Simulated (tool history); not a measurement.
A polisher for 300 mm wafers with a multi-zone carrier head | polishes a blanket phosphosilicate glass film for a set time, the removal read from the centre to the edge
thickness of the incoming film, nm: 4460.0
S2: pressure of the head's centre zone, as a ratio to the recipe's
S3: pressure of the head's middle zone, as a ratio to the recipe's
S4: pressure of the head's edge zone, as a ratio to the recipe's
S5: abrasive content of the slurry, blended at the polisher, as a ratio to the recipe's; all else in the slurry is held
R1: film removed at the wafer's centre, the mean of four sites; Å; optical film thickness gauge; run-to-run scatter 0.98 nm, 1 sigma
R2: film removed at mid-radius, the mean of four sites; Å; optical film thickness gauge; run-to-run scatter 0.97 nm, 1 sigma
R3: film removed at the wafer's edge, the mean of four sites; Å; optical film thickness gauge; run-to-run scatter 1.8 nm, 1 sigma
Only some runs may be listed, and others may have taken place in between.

run 1 hour=0 | flow_of_slurry_(ml/min)=170 S2=1 S3=1 S4=1 S5=1 polishing_time_(s)=45 | R1=3164.6 R2=3209.8 R3=3180.8
run 2 hour=5.5 | flow_of_slurry_(ml/min)=145 S2=1 S3=1 S4=1 S5=1 polishing_time_(s)=45 | R1=3085.1 R2=3099 R3=3127.3
run 3 hour=13.3 | flow_of_slurry_(ml/min)=150 S2=0.97 S3=0.99 S4=0.95 S5=0.85 polishing_time_(s)=39 | R1=2457.1 R2=2525.1 R3=2456
run 4 hour=19.9 | flow_of_slurry_(ml/min)=145 S2=0.94 S3=0.98 S4=0.91 S5=0.75 polishing_time_(s)=36 | R1=2054.5 R2=2145 R3=2078.2
run 5 hour=20.7 | flow_of_slurry_(ml/min)=145 S2=0.94 S3=0.93 S4=0.91 S5=0.75 polishing_time_(s)=36 | R1=2048.5 R2=2041 R3=2094.5
run 6 hour=23.7 | flow_of_slurry_(ml/min)=145 S2=0.94 S3=0.93 S4=0.91 S5=0.75 polishing_time_(s)=30 | R1=1708.8 R2=1733.1 R3=1775

Predict the results of run 7:
run 7 hour=26.3 | flow_of_slurry_(ml/min)=140 S2=0.92 S3=0.94 S4=0.88 S5=0.7 polishing_time_(s)=30 | R1=? R2=? R3=?

{"run 7": {"R1": 1589.2, "R2": 1666, "R3": 1671.2}}

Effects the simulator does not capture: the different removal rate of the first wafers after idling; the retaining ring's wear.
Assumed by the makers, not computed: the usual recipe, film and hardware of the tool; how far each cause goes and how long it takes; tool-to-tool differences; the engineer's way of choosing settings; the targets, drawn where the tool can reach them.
